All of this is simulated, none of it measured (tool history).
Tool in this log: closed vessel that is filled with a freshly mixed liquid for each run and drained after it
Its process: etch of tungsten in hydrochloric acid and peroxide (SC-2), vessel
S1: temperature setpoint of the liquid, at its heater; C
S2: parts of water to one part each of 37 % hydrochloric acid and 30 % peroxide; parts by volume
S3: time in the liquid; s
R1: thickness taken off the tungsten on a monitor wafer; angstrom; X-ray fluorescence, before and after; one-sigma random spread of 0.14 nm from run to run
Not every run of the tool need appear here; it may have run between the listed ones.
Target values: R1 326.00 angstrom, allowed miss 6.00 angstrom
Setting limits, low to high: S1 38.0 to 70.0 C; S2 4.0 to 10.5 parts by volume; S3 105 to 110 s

| run | hour | S1 | S2 | S3 | R1 |
|---|---|---|---|---|---|
| 1 | 0.0 | 54.0 | 5.5 | 105 | 483.34 |
| 2 | 3.5 | 53.5 | 5.5 | 105 | 464.86 |
| 3 | 5.2 | 53.5 | 6.5 | 105 | 412.22 |
| 4 | 9.8 | 53.5 | 5.5 | 105 | 474.12 |
| 5 | 11.0 | 53.5 | 6.5 | 105 | 414.45 |
| 6 | 11.8 | 53.0 | 6.5 | 105 | 399.37 |
| 7 | 20.2 | 52.5 | 6.5 | 105 | 390.24 |
| 8 | 24.5 | 52.0 | 6.5 | 105 | 376.76 |
| 9 | 32.5 | 51.5 | 6.5 | 105 | 363.04 |
| 10 | 41.1 | 50.5 | 6.5 | 105 | 341.88 |

Pick the move, out of 4, that brings all results within their allowed miss; only one does.
| A | 49.7 | 50.0 | 6.5 | 110 | ? |
| B | 49.7 | 50.0 | 6.5 | 105 | ? |
| C | 49.7 | 50.0 | 7.5 | 110 | ? |
| D | 49.7 | 51.5 | 7.0 | 105 | ? |

| move | R1 |
|---|---|
| A | 342.62 |
| B | 327.04 |
| C | 306.55 |
| D | 341.21 |
A: about the same distance from the targets as the last run
B: all results land within tolerance of their targets
C: pushes the last run's worst result past its target
D: about the same distance from the targets as the last run
Move B is the one to make.
